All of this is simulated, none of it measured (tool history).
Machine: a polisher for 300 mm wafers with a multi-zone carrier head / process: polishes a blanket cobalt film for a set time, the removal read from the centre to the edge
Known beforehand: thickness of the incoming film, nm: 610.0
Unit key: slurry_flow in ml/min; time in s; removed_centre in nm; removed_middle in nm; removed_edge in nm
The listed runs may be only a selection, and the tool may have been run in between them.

run  hour  slurry_flow  centre_zone  middle_zone  edge_zone  time  removed_centre  removed_middle  removed_edge
  1     0          270            1            1          1    32           200.6          196.55        201.32
  2   8.7          270            1         1.09          1    32          202.68           210.4        199.74
  3  17.2          275         0.99          1.1          1    32          201.46          211.85        202.99
  4  18.1          300         0.99          1.1          1    32           203.8          212.14        202.51
  5  22.2          300         0.99          1.1          1    27          171.07          178.73        174.06
  6  30.8          295         0.98         1.11          1    28          177.09          187.05        178.29
  7  33.1          290         0.97         1.12          1    29           180.5          198.18        184.32
  8  35.1          285         0.97         1.13          1    30          185.75          201.79        190.97
  9  38.6          280         0.96         1.14       0.99    31          193.61          209.81        195.12
 10  46.4          275         0.94         1.15       0.99    32          195.54          217.21        199.23
 11  49.9          275         0.94         1.15       0.99    32          194.96          217.86        202.42
 12  56.8          270         0.93         1.15       0.98    33          200.93          225.06        208.09
 13  61.3          270         0.92         1.15       0.97    33          195.34          225.86        206.31
 14  62.7          280          0.9         1.17       0.95    35          206.71          243.89        215.06
 15  68.9          280          0.9         1.17       0.95    35          205.56          241.29        216.75

Expected results for the next run?
 16  70.5          280         0.88         1.18       0.93    36               ?               ?             ?

{"run 16": {"removed_centre": 209.5, "removed_middle": 256.62, "removed_edge": 223.75}}
